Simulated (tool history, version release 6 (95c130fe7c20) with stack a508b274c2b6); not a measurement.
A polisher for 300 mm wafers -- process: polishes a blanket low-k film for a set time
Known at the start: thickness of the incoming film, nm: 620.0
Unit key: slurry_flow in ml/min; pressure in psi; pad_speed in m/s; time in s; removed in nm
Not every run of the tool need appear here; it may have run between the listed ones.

Run 1, day 0: slurry_flow 305 ml/min, pressure 2.2 psi, pad_speed 0.92 m/s, slurry_solids 1, time 48 s. Result: removed 16.579 nm.
Run 2, day 0.279: slurry_flow 305 ml/min, pressure 2.2 psi, pad_speed 1.12 m/s, slurry_solids 1, time 48 s. Result: removed 19.348 nm.
Run 3, day 0.483: slurry_flow 305 ml/min, pressure 2.2 psi, pad_speed 1 m/s, slurry_solids 1, time 48 s. Result: removed 17.702 nm.
Run 4, day 0.804: slurry_flow 305 ml/min, pressure 2.2 psi, pad_speed 1 m/s, slurry_solids 0.8, time 48 s. Result: removed 15.851 nm.
Run 5, day 1.017: slurry_flow 305 ml/min, pressure 2.4 psi, pad_speed 1.02 m/s, slurry_solids 0.8, time 48 s. Result: removed 17.239 nm.
Run 6, day 1.333: slurry_flow 305 ml/min, pressure 2.4 psi, pad_speed 1.02 m/s, slurry_solids 0.8, time 48 s. Result: removed 17.045 nm.
Run 7, day 1.529: slurry_flow 305 ml/min, pressure 2.6 psi, pad_speed 1.06 m/s, slurry_solids 0.8, time 48 s. Result: removed 18.95 nm.
Run 8, day 1.558: slurry_flow 305 ml/min, pressure 2.7 psi, pad_speed 1.1 m/s, slurry_solids 0.8, time 48 s. Result: removed 20.156 nm.
Run 9, day 1.646: slurry_flow 305 ml/min, pressure 2.8 psi, pad_speed 1.14 m/s, slurry_solids 0.8, time 48 s. Result: removed 21.216 nm.
Run 10, day 1.912: slurry_flow 305 ml/min, pressure 2.9 psi, pad_speed 1.18 m/s, slurry_solids 0.8, time 48 s. Result: removed 22.763 nm.
Run 11, day 1.95: slurry_flow 305 ml/min, pressure 3 psi, pad_speed 1.2 m/s, slurry_solids 0.8, time 48 s. Result: removed 23.299 nm.
Run 12, day 2.292: slurry_flow 305 ml/min, pressure 3.1 psi, pad_speed 1.24 m/s, slurry_solids 0.8, time 48 s. Result: removed 24.195 nm.
Run 13, day 2.504: slurry_flow 305 ml/min, pressure 3.2 psi, pad_speed 1.28 m/s, slurry_solids 0.8, time 48 s. Result: removed 25.642 nm.
Run 14, day 2.717: slurry_flow 305 ml/min, pressure 3.3 psi, pad_speed 1.3 m/s, slurry_solids 0.8, time 48 s. Result: removed 26.567 nm.
Run 15, day 2.942: slurry_flow 305 ml/min, pressure 3.3 psi, pad_speed 1.32 m/s, slurry_solids 0.8, time 48 s. Result: removed 27.319 nm.

Run 16 comes next. What will it give?
Run 16, day 3.308: slurry_flow 305 ml/min, pressure 3.3 psi, pad_speed 1.34 m/s, slurry_solids 0.8, time 48 s. Result: removed ?.

{"run 16": {"removed": 27.152}}
